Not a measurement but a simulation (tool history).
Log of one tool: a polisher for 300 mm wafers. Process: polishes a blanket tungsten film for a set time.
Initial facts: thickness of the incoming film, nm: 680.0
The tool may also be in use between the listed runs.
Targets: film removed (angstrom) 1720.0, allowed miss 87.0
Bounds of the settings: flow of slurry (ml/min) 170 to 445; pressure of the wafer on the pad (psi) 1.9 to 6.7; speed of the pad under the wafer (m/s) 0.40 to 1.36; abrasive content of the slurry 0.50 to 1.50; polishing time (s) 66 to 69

run	day	flow of slurry (ml/min)	pressure of the wafer on the pad (psi)	speed of the pad under the wafer (m/s)	abrasive content of the slurry	polishing time (s)	film removed (angstrom)
1	0.000	285	4.3	0.88	1.00	66	3010.0
2	0.150	285	3.9	0.88	1.00	66	2787.8
3	0.521	285	3.9	0.88	1.00	66	2738.8
4	0.888	285	4.6	0.88	1.00	66	3158.7
# day 1.162: slurry blender recalibrated
5	1.162	285	4.1	0.86	1.00	66	3166.3
6	1.408	275	3.7	0.96	0.95	66	3120.9
7	1.583	275	3.4	0.92	0.95	66	2885.9
8	1.796	265	2.2	0.68	0.90	66	1608.8

Which one of the following 5 next-run settings gets every result inside its allowed miss? There is exactly one.
A	2.008	170	1.9	0.74	0.95	66	?
B	2.008	255	2.8	0.68	1.00	69	?
C	2.008	295	2.1	0.94	0.65	66	?
D	2.008	305	2.2	0.66	1.30	66	?
E	2.008	240	2.4	0.76	1.05	67	?

move	film removed (angstrom)
A	1524.1
B	1969.4
C	1992.3
D	1699.9
E	1940.2
A: its largest miss is bigger than the last run's
B: carries the result that was furthest off beyond its target, to the other side
C: carries the result that was furthest off beyond its target, to the other side
D: every result lands within tolerance
E: carries the result that was furthest off beyond its target, to the other side
Answer: D
